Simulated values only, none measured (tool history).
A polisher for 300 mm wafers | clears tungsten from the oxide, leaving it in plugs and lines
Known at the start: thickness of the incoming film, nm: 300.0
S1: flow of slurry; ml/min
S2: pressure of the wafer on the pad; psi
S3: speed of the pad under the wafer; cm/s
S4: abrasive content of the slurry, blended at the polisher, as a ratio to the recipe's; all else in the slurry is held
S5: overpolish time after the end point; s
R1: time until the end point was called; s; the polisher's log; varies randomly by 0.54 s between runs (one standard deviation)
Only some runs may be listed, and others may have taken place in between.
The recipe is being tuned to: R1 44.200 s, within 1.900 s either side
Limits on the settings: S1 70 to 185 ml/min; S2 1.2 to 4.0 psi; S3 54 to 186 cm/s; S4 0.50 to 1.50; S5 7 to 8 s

run	hour	S1	S2	S3	S4	S5	R1
1	0.0	120	2.6	118	1.00	8	69.363
2	3.7	120	2.6	118	0.90	8	70.676
3	10.8	120	2.6	118	0.90	7	70.572
4	15.3	120	2.2	118	0.90	7	80.505
5	20.0	125	2.6	120	0.90	7	69.828
6	22.6	145	2.6	120	0.90	7	66.716
7	26.0	145	2.8	120	0.90	7	62.058
8	35.0	155	3.5	124	0.90	7	50.824
9	41.0	155	3.6	124	0.90	7	49.949
10	44.5	155	3.7	124	0.90	7	47.757
11	50.5	155	3.8	124	0.90	7	46.735

Next run, 4 choices. One meets every target within its allowed miss, the rest don't. Which?
A	56.5	155	4.0	146	0.70	8	?
B	56.5	150	3.8	152	0.85	7	?
C	56.5	170	3.4	142	0.90	7	?
D	56.5	155	3.5	160	0.90	7	?

move	R1
A	40.883
B	39.668
C	45.029
D	39.724
A: the result that was furthest off in the last run now lies on the other side of its target
B: the result that was furthest off in the last run now lies on the other side of its target
C: meets every target
D: the result that was furthest off in the last run now lies on the other side of its target
The right move is C.
